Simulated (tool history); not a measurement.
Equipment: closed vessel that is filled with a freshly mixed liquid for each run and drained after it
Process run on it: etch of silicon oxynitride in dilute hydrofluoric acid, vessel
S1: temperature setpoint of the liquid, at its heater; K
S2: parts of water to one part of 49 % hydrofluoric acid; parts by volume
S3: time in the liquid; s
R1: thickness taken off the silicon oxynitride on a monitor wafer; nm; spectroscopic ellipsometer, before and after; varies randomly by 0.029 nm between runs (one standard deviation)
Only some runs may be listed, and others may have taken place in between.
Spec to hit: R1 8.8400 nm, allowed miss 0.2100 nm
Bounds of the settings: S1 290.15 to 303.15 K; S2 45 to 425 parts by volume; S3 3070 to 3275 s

run    day      S1   S2    S3       R1
  1  0.000  295.15  235  3070  16.2780
  2  0.171  298.65  235  3070  19.0830
  3  0.267  298.65  265  3070  16.4860
  4  0.429  296.65  275  3070  14.4400
  5  0.467  296.65  310  3070  12.5740
  6  0.708  299.65  310  3070  14.1580
  7  0.762  297.65  315  3070  12.7970
  8  0.950  296.15  320  3070  11.7690
  9  1.292  292.15  335  3070   9.4642
 10  1.479  291.65  335  3070   9.2258

Which single option among these 4 for the next run brings every result within its allowed miss of target? Just one does.
  A  1.667  290.15  305  3100   ?
  B  1.667  290.15  305  3105   ?
  C  1.667  292.65  325  3070   ?
  D  1.667  290.15  325  3075   ?

move      R1
   A  9.6268
   B  9.6424
   C  9.8996
   D  8.8657
A: lands further from the targets than the last run did
B: lands further from the targets than the last run did
C: lands further from the targets than the last run did
D: meets every target
Go with D: it meets all targets.
